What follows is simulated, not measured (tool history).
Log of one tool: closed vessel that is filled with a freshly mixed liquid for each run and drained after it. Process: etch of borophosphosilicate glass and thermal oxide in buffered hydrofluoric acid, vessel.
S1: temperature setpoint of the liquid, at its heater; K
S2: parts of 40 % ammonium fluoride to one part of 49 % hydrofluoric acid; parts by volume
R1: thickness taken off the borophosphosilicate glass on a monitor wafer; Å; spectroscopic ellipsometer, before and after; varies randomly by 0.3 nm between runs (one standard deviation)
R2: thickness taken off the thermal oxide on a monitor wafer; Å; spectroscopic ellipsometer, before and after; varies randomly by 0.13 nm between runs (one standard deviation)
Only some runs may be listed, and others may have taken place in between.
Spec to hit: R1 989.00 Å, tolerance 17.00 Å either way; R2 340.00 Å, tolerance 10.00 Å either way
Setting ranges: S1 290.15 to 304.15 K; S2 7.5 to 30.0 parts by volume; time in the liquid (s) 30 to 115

Run 1, hour 0.0: S1 296.15 K, S2 22.0 parts by volume, time in the liquid (s) 60. Result: R1 906.22 Å, R2 310.37 Å.
Run 2, hour 7.7: S1 296.15 K, S2 17.0 parts by volume, time in the liquid (s) 60. Result: R1 1139.50 Å, R2 391.06 Å.
Run 3, hour 15.5: S1 292.65 K, S2 17.0 parts by volume, time in the liquid (s) 60. Result: R1 935.19 Å, R2 317.75 Å.
Run 4, hour 22.2: S1 292.65 K, S2 17.0 parts by volume, time in the liquid (s) 40. Result: R1 623.69 Å, R2 213.65 Å.
Run 5, hour 24.0: S1 294.65 K, S2 17.0 parts by volume, time in the liquid (s) 40. Result: R1 697.23 Å, R2 238.51 Å.
Run 6, hour 25.4: S1 294.65 K, S2 14.5 parts by volume, time in the liquid (s) 40. Result: R1 816.69 Å, R2 280.12 Å.
Run 7, hour 29.0: S1 295.65 K, S2 14.5 parts by volume, time in the liquid (s) 40. Result: R1 866.11 Å, R2 295.78 Å.
Run 8, hour 37.5: S1 298.65 K, S2 14.5 parts by volume, time in the liquid (s) 40. Result: R1 1020.70 Å, R2 349.29 Å.

Next run, 4 choices. One meets every target within its allowed miss, the rest don't. Which?
Run A, hour 46.0: S1 299.15 K, S2 12.5 parts by volume, time in the liquid (s) 35. Result: R1 ?, R2 ?.
Run B, hour 46.0: S1 298.15 K, S2 20.0 parts by volume, time in the liquid (s) 55. Result: R1 ?, R2 ?.
Run C, hour 46.0: S1 304.15 K, S2 29.5 parts by volume, time in the liquid (s) 55. Result: R1 ?, R2 ?.
Run D, hour 46.0: S1 290.15 K, S2 7.5 parts by volume, time in the liquid (s) 35. Result: R1 ?, R2 ?.

move       R1      R2
   A  1058.50  364.46
   B   991.52  341.87
   C  1044.60  361.46
   D  1052.20  358.24
A: the biggest miss grows against the last run
B: every result lands within tolerance
C: the biggest miss grows against the last run
D: the biggest miss grows against the last run
The right move is B.
